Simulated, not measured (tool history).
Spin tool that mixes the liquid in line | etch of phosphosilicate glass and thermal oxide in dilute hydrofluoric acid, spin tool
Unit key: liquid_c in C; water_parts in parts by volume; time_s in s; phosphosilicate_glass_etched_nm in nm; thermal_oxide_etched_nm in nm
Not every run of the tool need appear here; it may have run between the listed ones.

| run | hour | liquid_c | water_parts | time_s | phosphosilicate_glass_etched_nm | thermal_oxide_etched_nm |
|---|---|---|---|---|---|---|
| 1 | 0 | 20 | 135 | 35 | 33.813 | 1.1267 |
| 2 | 8.3 | 20 | 160 | 35 | 27.954 | 0.95251 |
| 3 | 15.3 | 20 | 115 | 35 | 40.798 | 1.2745 |
| 4 | 16 | 20 | 80 | 35 | 60.863 | 1.8567 |
| 5 | 19.7 | 19.5 | 85 | 35 | 55.969 | 1.909 |
| 6 | 28.6 | 19.5 | 55 | 35 | 89.743 | 2.8589 |
| 7 | 34.2 | 19.5 | 70 | 35 | 69.021 | 2.3015 |
| 8 | 42 | 19.5 | 80 | 35 | 60.035 | 2.1255 |
| 9 | 44.5 | 19.5 | 90 | 35 | 52.387 | 1.7207 |
| 10 | 49 | 19 | 90 | 35 | 51.234 | 1.6733 |
| 11 | 55.3 | 18.5 | 90 | 35 | 50.45 | 1.6312 |

What will run 12 give?
| 12 | 59.2 | 18.5 | 90 | 35 | ? | ? |

phosphosilicate_glass_etched_nm: 50.319 nm
thermal_oxide_etched_nm: 1.6189 nm
